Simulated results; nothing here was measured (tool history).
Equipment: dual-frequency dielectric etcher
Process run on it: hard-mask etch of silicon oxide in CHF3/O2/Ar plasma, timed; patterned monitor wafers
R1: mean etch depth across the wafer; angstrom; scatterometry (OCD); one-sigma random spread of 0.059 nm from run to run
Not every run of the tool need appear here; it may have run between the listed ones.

Run 1, day 0.000: source power (kW) 0.730, bias power (kW) 0.120, etch time (s) 13.5. Result: R1 234.26 angstrom.
Run 2, day 0.038: source power (kW) 0.730, bias power (kW) 0.120, etch time (s) 12.5. Result: R1 217.73 angstrom.
Run 3, day 0.067: source power (kW) 0.730, bias power (kW) 0.140, etch time (s) 12.5. Result: R1 231.73 angstrom.
Run 4, day 0.400: source power (kW) 0.730, bias power (kW) 0.140, etch time (s) 12.5. Result: R1 231.79 angstrom.
Run 5, day 0.683: source power (kW) 0.660, bias power (kW) 0.127, etch time (s) 12.5. Result: R1 214.47 angstrom.
Run 6, day 1.004: source power (kW) 0.660, bias power (kW) 0.143, etch time (s) 12.5. Result: R1 226.39 angstrom.
Run 7, day 1.304: source power (kW) 0.610, bias power (kW) 0.130, etch time (s) 12.5. Result: R1 211.05 angstrom.
Run 8, day 1.400: source power (kW) 0.570, bias power (kW) 0.121, etch time (s) 12.5. Result: R1 199.57 angstrom.
Run 9, day 1.625: source power (kW) 0.570, bias power (kW) 0.121, etch time (s) 12.5. Result: R1 199.53 angstrom.
Run 10, day 1.829: source power (kW) 0.570, bias power (kW) 0.121, etch time (s) 12.5. Result: R1 199.92 angstrom.
Run 11, day 1.854: source power (kW) 0.540, bias power (kW) 0.115, etch time (s) 12.5. Result: R1 191.71 angstrom.

For run 12, what comes out?
Run 12, day 2.142: source power (kW) 0.520, bias power (kW) 0.111, etch time (s) 12.5. Result: R1 ?.

{"run 12": {"R1": 185.95}}

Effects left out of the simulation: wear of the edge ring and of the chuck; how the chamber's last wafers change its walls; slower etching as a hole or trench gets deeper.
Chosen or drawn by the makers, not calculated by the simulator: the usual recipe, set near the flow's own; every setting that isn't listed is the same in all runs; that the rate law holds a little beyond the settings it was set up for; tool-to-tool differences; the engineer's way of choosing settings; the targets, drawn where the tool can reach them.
